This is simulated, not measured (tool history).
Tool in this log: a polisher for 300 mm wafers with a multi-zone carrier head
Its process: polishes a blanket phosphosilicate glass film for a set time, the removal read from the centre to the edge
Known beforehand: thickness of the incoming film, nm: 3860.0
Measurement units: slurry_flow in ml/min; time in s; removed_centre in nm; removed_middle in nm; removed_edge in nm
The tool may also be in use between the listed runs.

Run 1, hour 0: slurry_flow 240 ml/min, centre_zone 1, middle_zone 1, edge_zone 1, slurry_solids 1, time 79 s. Result: removed_centre 417.23 nm, removed_middle 417.53 nm, removed_edge 420.2 nm.
Run 2, hour 7.5: slurry_flow 240 ml/min, centre_zone 1, middle_zone 1.01, edge_zone 1.02, slurry_solids 1.1, time 80 s. Result: removed_centre 428.63 nm, removed_middle 447.23 nm, removed_edge 448.37 nm.
Run 3, hour 10.3: slurry_flow 240 ml/min, centre_zone 1, middle_zone 1.01, edge_zone 1.02, slurry_solids 0.95, time 80 s. Result: removed_centre 425.51 nm, removed_middle 420.02 nm, removed_edge 407.73 nm.
Run 4, hour 16.9: slurry_flow 240 ml/min, centre_zone 1, middle_zone 1.01, edge_zone 1.02, slurry_solids 0.95, time 92 s. Result: removed_centre 486.81 nm, removed_middle 480.46 nm, removed_edge 479.73 nm.
Run 5, hour 24.1: slurry_flow 245 ml/min, centre_zone 1.01, middle_zone 1.02, edge_zone 1.02, slurry_solids 1, time 92 s. Result: removed_centre 485.9 nm, removed_middle 496.07 nm, removed_edge 484.26 nm.
Run 6, hour 28.7: slurry_flow 245 ml/min, centre_zone 1.03, middle_zone 1.02, edge_zone 1.02, slurry_solids 1.05, time 93 s. Result: removed_centre 529.6 nm, removed_middle 521.84 nm, removed_edge 503.24 nm.
Run 7, hour 33.1: slurry_flow 245 ml/min, centre_zone 1.03, middle_zone 1.02, edge_zone 1.03, slurry_solids 1.1, time 93 s. Result: removed_centre 523.42 nm, removed_middle 516.09 nm, removed_edge 519.37 nm.
Run 8, hour 33.9: slurry_flow 245 ml/min, centre_zone 1.04, middle_zone 1.03, edge_zone 1.03, slurry_solids 1.15, time 93 s. Result: removed_centre 557.18 nm, removed_middle 540.19 nm, removed_edge 527.79 nm.
Run 9, hour 40.8: slurry_flow 245 ml/min, centre_zone 1.03, middle_zone 1.04, edge_zone 1.04, slurry_solids 1.2, time 93 s. Result: removed_centre 537.07 nm, removed_middle 545.74 nm, removed_edge 545.52 nm.
Run 10, hour 47.8: slurry_flow 285 ml/min, centre_zone 1.11, middle_zone 1.14, edge_zone 1.11, slurry_solids 1.45, time 94 s. Result: removed_centre 674.16 nm, removed_middle 663.41 nm, removed_edge 603.01 nm.
Run 11, hour 54.3: slurry_flow 280 ml/min, centre_zone 1.09, middle_zone 1.13, edge_zone 1.12, slurry_solids 1.45, time 94 s. Result: removed_centre 655.22 nm, removed_middle 646.77 nm, removed_edge 621.36 nm.
Run 12, hour 58.9: slurry_flow 280 ml/min, centre_zone 1.08, middle_zone 1.13, edge_zone 1.12, slurry_solids 1.45, time 94 s. Result: removed_centre 646.23 nm, removed_middle 666.73 nm, removed_edge 604.74 nm.
Run 13, hour 60.3: slurry_flow 275 ml/min, centre_zone 1.07, middle_zone 1.12, edge_zone 1.13, slurry_solids 1.45, time 94 s. Result: removed_centre 615.71 nm, removed_middle 655.67 nm, removed_edge 606.69 nm.
Run 14, hour 63.1: slurry_flow 275 ml/min, centre_zone 1.07, middle_zone 1.11, edge_zone 1.14, slurry_solids 1.45, time 94 s. Result: removed_centre 641.47 nm, removed_middle 647.31 nm, removed_edge 626.73 nm.
Run 15, hour 67.4: slurry_flow 275 ml/min, centre_zone 1.06, middle_zone 1.11, edge_zone 1.14, slurry_solids 1.45, time 94 s. Result: removed_centre 629.27 nm, removed_middle 648.46 nm, removed_edge 615.82 nm.

Run 16 is up next; what results do you expect?
Run 16, hour 68.7: slurry_flow 270 ml/min, centre_zone 1.05, middle_zone 1.1, edge_zone 1.14, slurry_solids 1.45, time 94 s. Result: removed_centre ?, removed_middle ?, removed_edge ?.

removed_centre: 602.25 nm
removed_middle: 638.68 nm
removed_edge: 603.81 nm
